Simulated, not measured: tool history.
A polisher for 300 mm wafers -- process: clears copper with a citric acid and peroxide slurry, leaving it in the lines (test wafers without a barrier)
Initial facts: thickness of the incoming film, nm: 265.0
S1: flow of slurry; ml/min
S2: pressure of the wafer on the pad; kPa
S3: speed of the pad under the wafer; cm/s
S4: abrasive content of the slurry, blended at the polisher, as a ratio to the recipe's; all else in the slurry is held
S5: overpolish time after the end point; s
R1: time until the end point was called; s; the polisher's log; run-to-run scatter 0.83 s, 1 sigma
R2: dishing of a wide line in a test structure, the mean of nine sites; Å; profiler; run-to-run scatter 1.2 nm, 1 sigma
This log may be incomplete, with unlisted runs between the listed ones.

Run 1, hour 0: S1 185 ml/min, S2 22.8 kPa, S3 88 cm/s, S4 1, S5 28 s. Result: R1 104.7 s, R2 356.87 Å.
Run 2, hour 1.8: S1 185 ml/min, S2 26.2 kPa, S3 88 cm/s, S4 1, S5 30 s. Result: R1 90.934 s, R2 404.93 Å.
Run 3, hour 9.3: S1 185 ml/min, S2 26.2 kPa, S3 80 cm/s, S4 1, S5 30 s. Result: R1 101.45 s, R2 383.55 Å.
Run 4, hour 12.8: S1 185 ml/min, S2 26.2 kPa, S3 60 cm/s, S4 1, S5 30 s. Result: R1 133.38 s, R2 327.59 Å.
Run 5, hour 18.6: S1 185 ml/min, S2 26.2 kPa, S3 50 cm/s, S4 1, S5 30 s. Result: R1 158.95 s, R2 291.76 Å.
Run 6, hour 20.7: S1 185 ml/min, S2 26.2 kPa, S3 66 cm/s, S4 1, S5 30 s. Result: R1 122.39 s, R2 344.12 Å.
Run 7, hour 25.1: S1 190 ml/min, S2 29.6 kPa, S3 70 cm/s, S4 1, S5 32 s. Result: R1 100.3 s, R2 405.48 Å.
Run 8, hour 27.7: S1 195 ml/min, S2 31.7 kPa, S3 72 cm/s, S4 1, S5 33 s. Result: R1 91.565 s, R2 443.51 Å.
Run 9, hour 29.4: S1 195 ml/min, S2 33.1 kPa, S3 76 cm/s, S4 1, S5 34 s. Result: R1 83.25 s, R2 463.55 Å.
Run 10, hour 31: S1 195 ml/min, S2 33.8 kPa, S3 78 cm/s, S4 1, S5 35 s. Result: R1 79.731 s, R2 477.91 Å.

What does the tool deliver on the next run?
Run 11, hour 33.5: S1 200 ml/min, S2 34.5 kPa, S3 80 cm/s, S4 1, S5 36 s. Result: R1 ?, R2 ?.

{"run 11": {"R1": 76.596, "R2": 526.96}}

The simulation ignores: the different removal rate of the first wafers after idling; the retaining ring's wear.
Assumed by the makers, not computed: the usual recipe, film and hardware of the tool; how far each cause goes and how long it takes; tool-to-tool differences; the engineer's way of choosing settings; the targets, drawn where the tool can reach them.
